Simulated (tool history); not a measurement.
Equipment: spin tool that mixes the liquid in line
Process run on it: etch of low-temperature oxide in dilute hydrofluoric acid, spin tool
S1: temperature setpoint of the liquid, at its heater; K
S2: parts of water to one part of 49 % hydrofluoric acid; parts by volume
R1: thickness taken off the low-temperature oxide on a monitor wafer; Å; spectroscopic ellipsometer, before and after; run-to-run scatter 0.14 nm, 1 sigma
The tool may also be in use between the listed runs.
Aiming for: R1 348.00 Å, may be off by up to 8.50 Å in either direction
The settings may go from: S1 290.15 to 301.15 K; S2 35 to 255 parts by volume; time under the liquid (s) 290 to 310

{"run": 1, "hour": 0.0, "S1": 293.15, "S2": 145, "time under the liquid (s)": 290, "R1": 180.5}
{"run": 2, "hour": 1.7, "S1": 293.15, "S2": 190, "time under the liquid (s)": 290, "R1": 132.02}
{"run": 3, "hour": 8.3, "S1": 293.15, "S2": 155, "time under the liquid (s)": 290, "R1": 166.67}
{"run": 4, "hour": 9.0, "S1": 293.15, "S2": 155, "time under the liquid (s)": 310, "R1": 178.13}
{"run": 5, "hour": 16.7, "S1": 293.15, "S2": 155, "time under the liquid (s)": 290, "R1": 166.97}
{"run": 6, "hour": 18.6, "S1": 293.15, "S2": 135, "time under the liquid (s)": 290, "R1": 194.89}
{"run": 7, "hour": 27.5, "S1": 295.15, "S2": 125, "time under the liquid (s)": 290, "R1": 231.71}
{"run": 8, "hour": 34.1, "S1": 296.65, "S2": 120, "time under the liquid (s)": 290, "R1": 255.65}
{"run": 9, "hour": 37.1, "S1": 300.65, "S2": 100, "time under the liquid (s)": 290, "R1": 369.27}
{"run": 10, "hour": 42.8, "S1": 300.15, "S2": 100, "time under the liquid (s)": 290, "R1": 362.13}

Which one of the following 4 next-run settings gets every result inside its allowed miss? There is exactly one.
{"run": "A", "hour": 48.5, "S1": 301.15, "S2": 105, "time under the liquid (s)": 310, "R1": "?"}
{"run": "B", "hour": 48.5, "S1": 297.15, "S2": 90, "time under the liquid (s)": 310, "R1": "?"}
{"run": "C", "hour": 48.5, "S1": 300.65, "S2": 110, "time under the liquid (s)": 290, "R1": "?"}
{"run": "D", "hour": 48.5, "S1": 299.15, "S2": 100, "time under the liquid (s)": 290, "R1": "?"}

move=A R1=379.78
move=B R1=386.54
move=C R1=330.54
move=D R1=347.69
A: lands further from the targets than the last run did
B: lands further from the targets than the last run did
C: the result that was furthest off in the last run now lies on the other side of its target
D: in spec on every target
The right move is D.
